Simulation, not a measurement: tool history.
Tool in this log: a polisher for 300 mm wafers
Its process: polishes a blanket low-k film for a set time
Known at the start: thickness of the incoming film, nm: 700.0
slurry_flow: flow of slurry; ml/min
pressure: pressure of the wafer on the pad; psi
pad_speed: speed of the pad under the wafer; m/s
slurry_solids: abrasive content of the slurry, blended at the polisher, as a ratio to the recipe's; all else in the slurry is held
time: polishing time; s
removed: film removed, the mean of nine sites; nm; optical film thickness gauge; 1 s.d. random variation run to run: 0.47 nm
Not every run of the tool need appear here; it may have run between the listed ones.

{"run": 1, "hour": 0.0, "slurry_flow": 140, "pressure": 2.0, "pad_speed": 1.06, "slurry_solids": 1.0, "time": 67, "removed": 31.966}
{"run": 2, "hour": 7.1, "slurry_flow": 140, "pressure": 2.0, "pad_speed": 0.84, "slurry_solids": 1.0, "time": 67, "removed": 26.807}
{"run": 3, "hour": 8.9, "slurry_flow": 145, "pressure": 2.3, "pad_speed": 0.84, "slurry_solids": 1.0, "time": 67, "removed": 30.618}
{"run": 4, "hour": 15.6, "slurry_flow": 150, "pressure": 2.5, "pad_speed": 0.86, "slurry_solids": 1.0, "time": 67, "removed": 33.903}
{"run": 5, "hour": 20.9, "slurry_flow": 150, "pressure": 2.5, "pad_speed": 1.08, "slurry_solids": 1.0, "time": 67, "removed": 40.594}
{"run": 6, "hour": 22.6, "slurry_flow": 150, "pressure": 2.5, "pad_speed": 1.08, "slurry_solids": 1.0, "time": 70, "removed": 41.632}
{"run": 7, "hour": 30.3, "slurry_flow": 150, "pressure": 2.6, "pad_speed": 1.08, "slurry_solids": 1.0, "time": 70, "removed": 44.6}

Run 8, settings as shown, results not yet in. Your forecast:
{"run": 8, "hour": 35.2, "slurry_flow": 150, "pressure": 2.7, "pad_speed": 1.08, "slurry_solids": 1.0, "time": 70, "removed": "?"}

Run 8 gave removed 46.209 nm.
